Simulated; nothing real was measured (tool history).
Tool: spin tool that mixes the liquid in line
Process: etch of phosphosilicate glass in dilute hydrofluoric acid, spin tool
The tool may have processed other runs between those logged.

run  hour  temperature setpoint of the liquid (K)  parts of water to one part of 49 % hydrofluoric acid (parts by volume)  time under the liquid (s)  thickness taken off the phosphosilicate glass on a monitor wafer (nm)
  1   0.0                                  294.15                                                                     245                        275                                                                 70.114
  2   7.7                                  294.15                                                                     160                        275                                                                117.660
  3  16.1                                  294.15                                                                      80                        275                                                                253.160
  4  17.6                                  290.65                                                                      80                        275                                                                221.120
  5  25.3                                  290.65                                                                      80                        295                                                                237.300
  6  25.9                                  290.65                                                                     100                        295                                                                186.650
  7  29.2                                  290.65                                                                     115                        295                                                                157.280

What does the tool deliver on the next run?
  8  31.7                                  290.65                                                                     120                        295                                                                      ?

Run 8 produced thickness taken off the phosphosilicate glass on a monitor wafer (nm) 148.210.
